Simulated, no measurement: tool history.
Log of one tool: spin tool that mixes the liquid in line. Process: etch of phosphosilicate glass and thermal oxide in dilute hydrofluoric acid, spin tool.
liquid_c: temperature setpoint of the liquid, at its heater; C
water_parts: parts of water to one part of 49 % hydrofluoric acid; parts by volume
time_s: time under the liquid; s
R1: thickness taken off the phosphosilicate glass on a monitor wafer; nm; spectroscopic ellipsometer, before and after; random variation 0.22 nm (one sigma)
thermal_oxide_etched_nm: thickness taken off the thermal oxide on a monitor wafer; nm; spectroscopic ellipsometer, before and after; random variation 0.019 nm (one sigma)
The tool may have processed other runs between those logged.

{"run": 1, "hour": 0.0, "liquid_c": 26, "water_parts": 50, "time_s": 30, "R1": 39.905, "thermal_oxide_etched_nm": 3.205}
{"run": 2, "hour": 4.8, "liquid_c": 26, "water_parts": 55, "time_s": 30, "R1": 36.11, "thermal_oxide_etched_nm": 2.8356}
{"run": 3, "hour": 6.9, "liquid_c": 24, "water_parts": 55, "time_s": 30, "R1": 33.121, "thermal_oxide_etched_nm": 2.6286}
{"run": 4, "hour": 9.5, "liquid_c": 22.5, "water_parts": 55, "time_s": 30, "R1": 31.096, "thermal_oxide_etched_nm": 2.5}
{"run": 5, "hour": 10.2, "liquid_c": 22.5, "water_parts": 55, "time_s": 45, "R1": 46.681, "thermal_oxide_etched_nm": 3.6851}
{"run": 6, "hour": 18.6, "liquid_c": 21, "water_parts": 60, "time_s": 45, "R1": 39.712, "thermal_oxide_etched_nm": 3.2295}

What will run 7 give?
{"run": 7, "hour": 27.0, "liquid_c": 20.5, "water_parts": 65, "time_s": 45, "R1": "?", "thermal_oxide_etched_nm": "?"}

{"run 7": {"R1": 35.994, "thermal_oxide_etched_nm": 2.9045}}
